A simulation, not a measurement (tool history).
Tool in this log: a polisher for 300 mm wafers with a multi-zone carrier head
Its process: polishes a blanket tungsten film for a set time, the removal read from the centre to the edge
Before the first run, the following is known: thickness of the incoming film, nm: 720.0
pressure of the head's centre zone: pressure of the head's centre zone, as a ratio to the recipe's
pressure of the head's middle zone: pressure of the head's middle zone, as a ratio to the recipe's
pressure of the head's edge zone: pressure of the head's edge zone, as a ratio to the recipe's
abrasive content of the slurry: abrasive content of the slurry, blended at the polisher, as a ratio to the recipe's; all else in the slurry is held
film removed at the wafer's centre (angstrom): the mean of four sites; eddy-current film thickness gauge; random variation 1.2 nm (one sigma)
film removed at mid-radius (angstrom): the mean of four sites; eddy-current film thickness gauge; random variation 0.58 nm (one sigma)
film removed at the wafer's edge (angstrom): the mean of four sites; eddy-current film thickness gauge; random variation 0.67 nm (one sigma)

run  hour  flow of slurry (ml/min)  pressure of the head's centre zone  pressure of the head's middle zone  pressure of the head's edge zone  abrasive content of the slurry  polishing time (s)  film removed at the wafer's centre (angstrom)  film removed at mid-radius (angstrom)  film removed at the wafer's edge (angstrom)
  1   0.0                      200                                1.00                                1.00                              1.00                            1.00                  32                                        1274.60                                1304.50                                      1269.10
  2   1.8                      245                                1.00                                1.00                              1.00                            1.00                  32                                        1304.70                                1348.30                                      1305.40
  3   6.0                      245                                1.00                                1.00                              1.00                            0.85                  32                                        1271.00                                1302.00                                      1272.00
  4   9.0                      245                                1.00                                1.00                              0.94                            0.85                  32                                        1255.90                                1295.40                                      1230.70
  5  15.8                      230                                0.97                                0.99                              0.91                            0.75                  30                                        1104.20                                1170.10                                      1100.30
  6  24.6                      230                                0.97                                0.99                              0.91                            0.75                  36                                        1362.40                                1414.20                                      1342.70
  7  29.6                      215                                0.94                                0.98                              0.89                            0.70                  33                                        1157.60                                1250.60                                      1191.20
  8  37.3                      205                                0.93                                0.97                              0.87                            0.65                  31                                        1074.00                                1151.40                                      1081.90
  9  44.1                      195                                0.90                                0.96                              0.86                            0.60                  30                                         963.89                                1078.90                                      1023.00
 10  52.7                      185                                0.89                                0.95                              0.85                            0.55                  29                                         912.04                                1019.10                                       966.26
 11  60.9                      175                                0.88                                0.94                              0.84                            0.55                  29                                         876.78                                 990.04                                       944.11
 12  64.5                      175                                0.88                                0.94                              0.84                            0.55                  29                                         888.79                                 977.89                                       950.48
 13  68.8                      165                                0.87                                0.95                              0.83                            0.55                  29                                         882.30                                 990.29                                       924.08

Run 14, settings as shown, results not yet in. Your forecast:
 14  70.0                      155                                0.86                                0.94                              0.82                            0.55                  29                                              ?                                      ?                                            ?

film removed at the wafer's centre (angstrom): 863.85
film removed at mid-radius (angstrom): 974.96
film removed at the wafer's edge (angstrom): 934.81

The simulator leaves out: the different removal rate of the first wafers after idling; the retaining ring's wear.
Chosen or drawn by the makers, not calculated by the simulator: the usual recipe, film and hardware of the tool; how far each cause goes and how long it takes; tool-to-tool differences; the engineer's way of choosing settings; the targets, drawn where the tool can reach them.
